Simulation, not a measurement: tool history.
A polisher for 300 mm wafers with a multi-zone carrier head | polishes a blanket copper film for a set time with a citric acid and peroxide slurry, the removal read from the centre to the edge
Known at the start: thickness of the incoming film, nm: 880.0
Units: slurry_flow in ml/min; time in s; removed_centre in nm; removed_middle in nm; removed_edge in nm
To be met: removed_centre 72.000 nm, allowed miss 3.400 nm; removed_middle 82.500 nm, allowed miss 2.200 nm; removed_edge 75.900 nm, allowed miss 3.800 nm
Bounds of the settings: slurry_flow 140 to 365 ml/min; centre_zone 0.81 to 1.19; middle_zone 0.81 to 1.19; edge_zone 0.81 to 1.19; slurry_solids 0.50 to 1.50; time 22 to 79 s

run	hour	slurry_flow	centre_zone	middle_zone	edge_zone	slurry_solids	time	removed_centre	removed_middle	removed_edge
1	0.0	235	1.00	1.00	1.00	1.00	50	80.542	72.981	73.478
2	3.7	235	1.00	1.00	1.08	1.00	50	78.960	71.903	77.729
3	7.1	235	1.00	1.00	1.08	1.00	37	58.190	54.134	57.213
4	14.7	235	1.00	1.00	1.08	0.90	37	57.758	52.848	54.994
5	16.3	245	1.00	1.04	1.08	1.05	38	58.778	58.260	58.771
# hour 19.1: centre zone pressure recalibrated
6	19.1	290	1.00	1.04	1.08	1.05	38	57.705	59.111	60.363
7	24.2	295	1.02	1.07	1.08	1.15	39	63.609	64.371	62.818
8	29.3	300	1.02	1.09	1.09	1.25	40	64.651	68.255	64.236
9	38.1	310	1.02	1.10	1.11	1.30	41	66.529	72.461	68.024
10	45.5	315	1.02	1.11	1.12	1.35	41	67.913	72.344	70.000
11	49.0	320	1.02	1.13	1.13	1.40	41	68.829	74.737	70.805
12	53.0	325	1.02	1.14	1.14	1.40	41	68.836	74.991	72.869
13	54.9	330	1.02	1.15	1.14	1.40	41	67.800	76.115	72.830
14	58.4	330	1.02	1.16	1.14	1.40	41	67.089	76.633	71.944
15	62.7	330	1.03	1.17	1.14	1.40	41	68.810	77.005	69.281
16	64.2	335	1.03	1.17	1.15	1.40	41	70.413	77.524	72.420
17	69.1	340	1.03	1.17	1.15	1.40	41	69.978	76.609	72.679
18	76.6	340	1.03	1.18	1.15	1.45	42	71.755	80.237	74.015

Which of these 4 next moves meets every target?
A	84.1	315	1.13	1.19	1.03	1.40	43	?	?	?
B	84.1	365	1.01	1.19	1.15	1.45	43	?	?	?
C	84.1	365	0.93	1.02	1.19	1.50	44	?	?	?
D	84.1	360	1.07	1.04	1.08	1.50	45	?	?	?

move	removed_centre	removed_middle	removed_edge
A	79.958	81.388	72.103
B	73.037	83.176	76.961
C	69.229	75.197	80.767
D	81.458	78.047	79.089
A: brings the result that was furthest off to its target, and leaves another outside
B: meets every target
C: further off than the last run
D: further off than the last run
Answer: B
